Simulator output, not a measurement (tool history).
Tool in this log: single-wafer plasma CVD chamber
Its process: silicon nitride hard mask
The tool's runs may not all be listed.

run,hour,heater temperature setpoint (deg C),chamber pressure (Torr),RF power (kW),deposition time (s),mean film thickness on the monitor wafer (Å)
1,0.0,400,1.65,0.315,34.5,451.47
2,7.2,391,1.65,0.315,34.5,452.37
3,12.5,399,1.65,0.315,34.5,451.88
4,18.1,390,1.65,0.315,34.5,449.68
5,20.9,390,1.91,0.315,34.5,472.46
6,22.6,390,2.10,0.315,34.5,482.45
7,26.7,390,1.95,0.305,34.5,460.32
8,30.3,390,1.85,0.300,34.5,450.23
9,38.7,390,1.77,0.295,34.5,438.72
10,46.2,390,1.72,0.295,34.5,433.89

Run 11 is up next; what results do you expect?
11,52.8,390,1.68,0.295,34.5,?

mean film thickness on the monitor wafer (Å): 433.37
